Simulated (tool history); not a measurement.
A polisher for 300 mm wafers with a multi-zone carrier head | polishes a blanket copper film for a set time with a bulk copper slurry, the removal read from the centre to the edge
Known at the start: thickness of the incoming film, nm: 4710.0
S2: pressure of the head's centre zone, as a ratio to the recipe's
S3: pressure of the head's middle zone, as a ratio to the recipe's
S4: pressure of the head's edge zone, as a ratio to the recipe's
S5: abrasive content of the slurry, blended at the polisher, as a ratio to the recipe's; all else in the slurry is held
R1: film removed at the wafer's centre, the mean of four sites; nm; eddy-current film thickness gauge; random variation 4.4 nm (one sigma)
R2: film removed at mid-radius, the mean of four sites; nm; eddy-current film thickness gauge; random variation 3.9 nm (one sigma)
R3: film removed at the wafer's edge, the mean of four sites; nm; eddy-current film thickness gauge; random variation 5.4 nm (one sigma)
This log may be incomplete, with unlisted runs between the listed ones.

{"run": 1, "hour": 0.0, "flow of slurry (ml/min)": 265, "S2": 1, "S3": 1, "S4": 1, "S5": 1, "polishing time (s)": 38, "R1": 326.84, "R2": 331.58, "R3": 318.09}
{"run": 2, "hour": 5.7, "flow of slurry (ml/min)": 265, "S2": 1, "S3": 0.94, "S4": 1, "S5": 1, "polishing time (s)": 38, "R1": 324.09, "R2": 315.07, "R3": 326.11}
{"run": 3, "hour": 7.7, "flow of slurry (ml/min)": 265, "S2": 1, "S3": 0.86, "S4": 1, "S5": 1, "polishing time (s)": 38, "R1": 333.43, "R2": 292.46, "R3": 325.02}
{"run": 4, "hour": 10.5, "flow of slurry (ml/min)": 265, "S2": 1.01, "S3": 0.86, "S4": 1.05, "S5": 1.15, "polishing time (s)": 40, "R1": 352.98, "R2": 317.35, "R3": 363.98}
{"run": 5, "hour": 14.8, "flow of slurry (ml/min)": 265, "S2": 1.01, "S3": 0.86, "S4": 1.05, "S5": 1.3, "polishing time (s)": 40, "R1": 363.82, "R2": 313.46, "R3": 371.87}
{"run": 6, "hour": 23.0, "flow of slurry (ml/min)": 265, "S2": 1.09, "S3": 0.86, "S4": 1.05, "S5": 1.3, "polishing time (s)": 40, "R1": 392.58, "R2": 323.58, "R3": 370.57}
{"run": 7, "hour": 30.2, "flow of slurry (ml/min)": 270, "S2": 1.09, "S3": 0.87, "S4": 1.09, "S5": 1.35, "polishing time (s)": 41, "R1": 407.01, "R2": 340.63, "R3": 397.92}

For run 8, what comes out?
{"run": 8, "hour": 31.8, "flow of slurry (ml/min)": 305, "S2": 1.11, "S3": 0.91, "S4": 1.19, "S5": 1.5, "polishing time (s)": 41, "R1": "?", "R2": "?", "R3": "?"}

R1: 428.75 nm
R2: 358.86 nm
R3: 412.1 nm
